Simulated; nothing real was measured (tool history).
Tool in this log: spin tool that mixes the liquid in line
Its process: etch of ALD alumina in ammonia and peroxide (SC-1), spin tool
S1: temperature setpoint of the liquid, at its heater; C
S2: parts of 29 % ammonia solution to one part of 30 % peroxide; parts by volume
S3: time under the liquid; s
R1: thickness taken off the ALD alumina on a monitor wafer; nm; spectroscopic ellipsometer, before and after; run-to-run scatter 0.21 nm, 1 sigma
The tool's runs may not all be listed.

run 1 day=0 | S1=53 S2=0.5 S3=180 | R1=16.363
run 2 day=0.121 | S1=59 S2=0.5 S3=180 | R1=22.407
run 3 day=0.425 | S1=59 S2=0.65 S3=180 | R1=23.173
run 4 day=0.5 | S1=59 S2=0.8 S3=180 | R1=23.406
run 5 day=0.817 | S1=59 S2=0.65 S3=180 | R1=23.126
run 6 day=1.067 | S1=59 S2=0.75 S3=180 | R1=23.242

Run 7 is up next; what results do you expect?
run 7 day=1.392 | S1=59.5 S2=0.75 S3=180 | R1=?

Run 7 gave R1 23.809 nm.
